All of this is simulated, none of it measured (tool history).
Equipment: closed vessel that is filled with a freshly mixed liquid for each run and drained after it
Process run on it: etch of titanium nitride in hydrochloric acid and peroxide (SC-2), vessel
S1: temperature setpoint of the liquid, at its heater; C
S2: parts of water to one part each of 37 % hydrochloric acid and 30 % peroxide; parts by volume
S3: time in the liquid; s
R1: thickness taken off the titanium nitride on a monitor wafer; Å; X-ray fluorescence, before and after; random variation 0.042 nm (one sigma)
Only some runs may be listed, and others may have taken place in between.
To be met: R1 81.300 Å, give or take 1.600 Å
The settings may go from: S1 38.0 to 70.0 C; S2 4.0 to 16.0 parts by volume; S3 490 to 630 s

Run 1, day 0.000: S1 54.0 C, S2 9.0 parts by volume, S3 630 s. Result: R1 185.910 Å.
Run 2, day 0.100: S1 54.0 C, S2 7.0 parts by volume, S3 630 s. Result: R1 225.130 Å.
Run 3, day 0.312: S1 54.0 C, S2 7.0 parts by volume, S3 490 s. Result: R1 176.480 Å.
Run 4, day 0.375: S1 61.0 C, S2 7.0 parts by volume, S3 490 s. Result: R1 274.750 Å.
Run 5, day 0.412: S1 56.0 C, S2 7.0 parts by volume, S3 490 s. Result: R1 198.040 Å.
Run 6, day 0.712: S1 56.0 C, S2 7.0 parts by volume, S3 630 s. Result: R1 257.440 Å.
Run 7, day 1.012: S1 48.0 C, S2 7.0 parts by volume, S3 630 s. Result: R1 151.850 Å.
Run 8, day 1.075: S1 47.0 C, S2 7.0 parts by volume, S3 630 s. Result: R1 143.670 Å.

Which single option among these 4 for the next run brings every result within its allowed miss of target? Just one does.
Run A, day 1.138: S1 48.0 C, S2 4.0 parts by volume, S3 550 s. Result: R1 ?.
Run B, day 1.138: S1 41.5 C, S2 6.5 parts by volume, S3 500 s. Result: R1 ?.
Run C, day 1.138: S1 42.5 C, S2 7.5 parts by volume, S3 500 s. Result: R1 ?.
Run D, day 1.138: S1 59.5 C, S2 6.0 parts by volume, S3 600 s. Result: R1 ?.

move       R1
   A  197.800
   B   81.105
   C   77.837
   D  342.430
A: misses by more than the last run did
B: in spec on every target
C: moves the result that the last run missed by most past its target, out the other side
D: misses by more than the last run did
Go with B: it meets all targets.
